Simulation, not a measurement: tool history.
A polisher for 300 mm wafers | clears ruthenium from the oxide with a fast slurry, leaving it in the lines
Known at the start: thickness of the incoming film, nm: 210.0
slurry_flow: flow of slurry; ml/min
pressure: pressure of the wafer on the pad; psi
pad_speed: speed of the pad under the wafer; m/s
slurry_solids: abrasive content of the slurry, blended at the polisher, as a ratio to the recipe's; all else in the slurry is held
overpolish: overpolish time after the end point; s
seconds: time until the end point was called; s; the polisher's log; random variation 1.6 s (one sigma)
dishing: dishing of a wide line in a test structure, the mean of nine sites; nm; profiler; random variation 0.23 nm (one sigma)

| run | day | slurry_flow | pressure | pad_speed | slurry_solids | overpolish | seconds | dishing |
|---|---|---|---|---|---|---|---|---|
| 1 | 0 | 215 | 2.7 | 1.12 | 1 | 11 | 40.127 | 39.766 |
| 2 | 0.179 | 250 | 2.7 | 1.12 | 1 | 11 | 39.769 | 39.778 |
| 3 | 0.362 | 250 | 2.5 | 1.04 | 1 | 10 | 44.554 | 33.159 |
| 4 | 0.592 | 250 | 2.5 | 1.26 | 1 | 10 | 38.215 | 38.357 |
| 5 | 0.688 | 215 | 2.5 | 1.26 | 1 | 10 | 38.839 | 38.209 |
| 6 | 0.738 | 175 | 2.5 | 1.26 | 1 | 10 | 39.401 | 37.537 |

What will run 7 give?
| 7 | 0.892 | 175 | 2.4 | 1.16 | 1 | 10 | ? | ? |

seconds: 44.386 s
dishing: 34.758 nm
